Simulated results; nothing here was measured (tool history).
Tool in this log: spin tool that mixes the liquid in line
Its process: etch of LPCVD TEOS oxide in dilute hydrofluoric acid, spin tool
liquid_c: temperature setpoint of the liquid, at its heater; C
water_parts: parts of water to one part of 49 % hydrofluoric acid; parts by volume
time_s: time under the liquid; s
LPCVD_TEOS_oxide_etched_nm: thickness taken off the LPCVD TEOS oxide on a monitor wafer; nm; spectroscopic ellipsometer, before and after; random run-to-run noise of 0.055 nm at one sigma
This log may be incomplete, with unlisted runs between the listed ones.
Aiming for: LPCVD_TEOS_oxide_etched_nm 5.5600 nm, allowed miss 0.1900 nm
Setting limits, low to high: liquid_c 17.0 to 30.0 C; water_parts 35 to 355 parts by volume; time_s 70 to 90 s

Run 1, day 0.000: liquid_c 22.0 C, water_parts 195 parts by volume, time_s 90 s. Result: LPCVD_TEOS_oxide_etched_nm 9.3857 nm.
Run 2, day 0.142: liquid_c 21.0 C, water_parts 205 parts by volume, time_s 90 s. Result: LPCVD_TEOS_oxide_etched_nm 8.6380 nm.
Run 3, day 0.204: liquid_c 21.0 C, water_parts 245 parts by volume, time_s 90 s. Result: LPCVD_TEOS_oxide_etched_nm 6.9201 nm.
Run 4, day 0.329: liquid_c 20.5 C, water_parts 250 parts by volume, time_s 90 s. Result: LPCVD_TEOS_oxide_etched_nm 6.7802 nm.
Run 5, day 0.662: liquid_c 18.5 C, water_parts 250 parts by volume, time_s 90 s. Result: LPCVD_TEOS_oxide_etched_nm 6.1369 nm.
Run 6, day 0.767: liquid_c 18.5 C, water_parts 220 parts by volume, time_s 90 s. Result: LPCVD_TEOS_oxide_etched_nm 7.2940 nm.
Run 7, day 0.867: liquid_c 18.5 C, water_parts 225 parts by volume, time_s 90 s. Result: LPCVD_TEOS_oxide_etched_nm 7.0799 nm.
Run 8, day 0.996: liquid_c 18.5 C, water_parts 230 parts by volume, time_s 90 s. Result: LPCVD_TEOS_oxide_etched_nm 6.8191 nm.
Run 9, day 1.033: liquid_c 18.5 C, water_parts 235 parts by volume, time_s 90 s. Result: LPCVD_TEOS_oxide_etched_nm 6.5989 nm.
Run 10, day 1.217: liquid_c 18.5 C, water_parts 240 parts by volume, time_s 90 s. Result: LPCVD_TEOS_oxide_etched_nm 6.5113 nm.
Run 11, day 1.596: liquid_c 18.5 C, water_parts 245 parts by volume, time_s 90 s. Result: LPCVD_TEOS_oxide_etched_nm 6.4007 nm.
Run 12, day 1.825: liquid_c 18.5 C, water_parts 250 parts by volume, time_s 90 s. Result: LPCVD_TEOS_oxide_etched_nm 6.1856 nm.
Run 13, day 1.950: liquid_c 17.5 C, water_parts 255 parts by volume, time_s 90 s. Result: LPCVD_TEOS_oxide_etched_nm 5.8418 nm.

Which one of the following 5 next-run settings gets every result inside its allowed miss? There is exactly one.
Run A, day 2.075: liquid_c 20.5 C, water_parts 270 parts by volume, time_s 90 s. Result: LPCVD_TEOS_oxide_etched_nm ?.
Run B, day 2.075: liquid_c 19.0 C, water_parts 280 parts by volume, time_s 90 s. Result: LPCVD_TEOS_oxide_etched_nm ?.
Run C, day 2.075: liquid_c 17.0 C, water_parts 225 parts by volume, time_s 85 s. Result: LPCVD_TEOS_oxide_etched_nm ?.
Run D, day 2.075: liquid_c 17.5 C, water_parts 280 parts by volume, time_s 90 s. Result: LPCVD_TEOS_oxide_etched_nm ?.
Run E, day 2.075: liquid_c 18.0 C, water_parts 280 parts by volume, time_s 90 s. Result: LPCVD_TEOS_oxide_etched_nm ?.

move  LPCVD_TEOS_oxide_etched_nm
   A                      6.0359
   B                      5.4554
   C                      6.2363
   D                      5.1555
   E                      5.2542
A: the biggest miss grows against the last run
B: each result inside its tolerance
C: the biggest miss grows against the last run
D: pushes the last run's worst result past its target
E: pushes the last run's worst result past its target
So the answer is move B, the one that meets all the targets.

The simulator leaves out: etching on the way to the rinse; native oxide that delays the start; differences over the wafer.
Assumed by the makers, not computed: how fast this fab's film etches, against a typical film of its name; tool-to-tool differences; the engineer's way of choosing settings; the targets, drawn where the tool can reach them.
